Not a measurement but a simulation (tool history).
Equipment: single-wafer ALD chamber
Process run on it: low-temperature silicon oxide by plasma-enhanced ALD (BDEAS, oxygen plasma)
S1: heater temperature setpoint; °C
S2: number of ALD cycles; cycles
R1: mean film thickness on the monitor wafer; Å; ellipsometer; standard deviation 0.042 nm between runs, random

| run | hour | S1 | S2 | R1 |
|---|---|---|---|---|
| 1 | 0.0 | 105 | 41 | 59.149 |
| 2 | 7.6 | 104 | 44 | 64.547 |
| 3 | 11.1 | 104 | 47 | 67.760 |
| 4 | 12.5 | 102 | 48 | 69.672 |
| 5 | 17.1 | 107 | 48 | 69.113 |
| 6 | 22.7 | 107 | 44 | 62.342 |
| 7 | 29.6 | 101 | 45 | 65.249 |
| 8 | 36.1 | 100 | 46 | 67.258 |

Predict the results of run 9:
| 9 | 39.2 | 98 | 47 | ? |

Run 9 produced R1 68.734 Å.
